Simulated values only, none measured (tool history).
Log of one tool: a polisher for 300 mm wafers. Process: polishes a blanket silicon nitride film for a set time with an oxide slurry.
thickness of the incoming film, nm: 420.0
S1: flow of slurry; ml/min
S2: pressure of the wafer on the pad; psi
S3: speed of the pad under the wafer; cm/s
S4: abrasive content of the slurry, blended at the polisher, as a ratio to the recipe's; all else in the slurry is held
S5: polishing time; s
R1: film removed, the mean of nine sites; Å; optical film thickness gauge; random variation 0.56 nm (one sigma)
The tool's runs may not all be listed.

Run 1, hour 0.0: S1 185 ml/min, S2 4.2 psi, S3 138 cm/s, S4 1.0, S5 83 s. Result: R1 746.75 Å.
Run 2, hour 0.5: S1 185 ml/min, S2 3.6 psi, S3 138 cm/s, S4 1.0, S5 83 s. Result: R1 639.74 Å.
Run 3, hour 5.3: S1 185 ml/min, S2 3.4 psi, S3 138 cm/s, S4 1.0, S5 83 s. Result: R1 615.27 Å.
Run 4, hour 9.5: S1 185 ml/min, S2 3.4 psi, S3 152 cm/s, S4 1.0, S5 83 s. Result: R1 657.13 Å.
Run 5, hour 14.6: S1 185 ml/min, S2 3.1 psi, S3 152 cm/s, S4 1.0, S5 83 s. Result: R1 599.63 Å.
Run 6, hour 21.1: S1 185 ml/min, S2 2.9 psi, S3 152 cm/s, S4 1.0, S5 83 s. Result: R1 554.89 Å.
Run 7, hour 22.2: S1 185 ml/min, S2 2.8 psi, S3 152 cm/s, S4 1.0, S5 83 s. Result: R1 541.63 Å.

Run 8 comes next. What will it give?
Run 8, hour 23.6: S1 185 ml/min, S2 2.7 psi, S3 152 cm/s, S4 1.0, S5 83 s. Result: R1 ?.

{"run 8": {"R1": 520.3}}
